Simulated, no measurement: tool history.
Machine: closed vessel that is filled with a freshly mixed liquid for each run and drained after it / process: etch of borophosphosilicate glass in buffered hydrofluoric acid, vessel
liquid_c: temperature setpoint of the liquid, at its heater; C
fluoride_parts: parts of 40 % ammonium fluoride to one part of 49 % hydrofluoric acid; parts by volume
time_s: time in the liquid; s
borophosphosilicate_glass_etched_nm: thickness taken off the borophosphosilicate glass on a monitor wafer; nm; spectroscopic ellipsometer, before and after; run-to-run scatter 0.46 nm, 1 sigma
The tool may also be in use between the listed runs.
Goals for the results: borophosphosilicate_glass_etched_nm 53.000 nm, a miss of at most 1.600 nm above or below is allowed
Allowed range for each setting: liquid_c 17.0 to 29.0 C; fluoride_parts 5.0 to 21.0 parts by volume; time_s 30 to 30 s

run  hour  liquid_c  fluoride_parts  time_s  borophosphosilicate_glass_etched_nm
  1   0.0      21.0            13.0      30                               24.700
  2   5.3      17.5            13.0      30                               20.154
  3   7.9      17.5            13.0      30                               20.230
  4  16.5      17.5            11.5      30                               23.243
  5  22.9      17.5            11.5      30                               23.283
  6  31.8      17.0            11.5      30                               22.320
  7  34.5      18.5            11.0      30                               25.176
  8  38.6      19.5            10.5      30                               27.897
  9  41.5      20.5            10.5      30                               29.946
 10  49.4      21.5            10.5      30                               31.295
 11  53.9      22.5            10.5      30                               32.982
 12  55.5      23.0            10.5      30                               33.960
 13  56.8      23.5            10.5      30                               35.037

Of the 5 settings listed for the next run, only one would bring every result within its allowed miss of target. Which one?
  A  58.1      20.0             5.0      30                                    ?
  B  58.1      22.5             7.0      30                                    ?
  C  58.1      24.0             7.5      30                                    ?
  D  58.1      26.5             8.0      30                                    ?
  E  58.1      23.5             7.5      30                                    ?

move  borophosphosilicate_glass_etched_nm
   A                               57.282
   B                               48.809
   C                               49.080
   D                               52.264
   E                               47.776
A: takes the result that was furthest off past its target
B: moves toward the targets from the last run without getting all of them in spec
C: moves toward the targets from the last run without getting all of them in spec
D: in spec on every target
E: moves toward the targets from the last run without getting all of them in spec
Go with D: it meets all targets.
